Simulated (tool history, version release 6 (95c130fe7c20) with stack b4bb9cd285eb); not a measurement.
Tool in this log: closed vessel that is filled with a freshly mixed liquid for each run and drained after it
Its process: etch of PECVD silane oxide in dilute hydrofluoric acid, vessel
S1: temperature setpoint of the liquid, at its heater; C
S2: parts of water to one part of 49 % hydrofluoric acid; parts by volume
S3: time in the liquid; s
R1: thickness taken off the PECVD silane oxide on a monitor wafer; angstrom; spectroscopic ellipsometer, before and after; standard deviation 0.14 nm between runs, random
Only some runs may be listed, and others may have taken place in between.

run	hour	S1	S2	S3	R1
1	0.0	20.0	90	30	81.953
2	2.1	22.5	70	30	120.490
3	6.3	22.5	45	30	192.560
4	14.4	24.0	45	30	206.330
5	23.4	26.0	45	30	223.580
6	25.9	26.5	40	30	257.660
7	31.9	27.0	35	30	302.500
8	36.2	27.5	35	30	312.090

What will run 9 give?
9	38.0	28.0	30	30	?

{"run 9": {"R1": 374.65}}
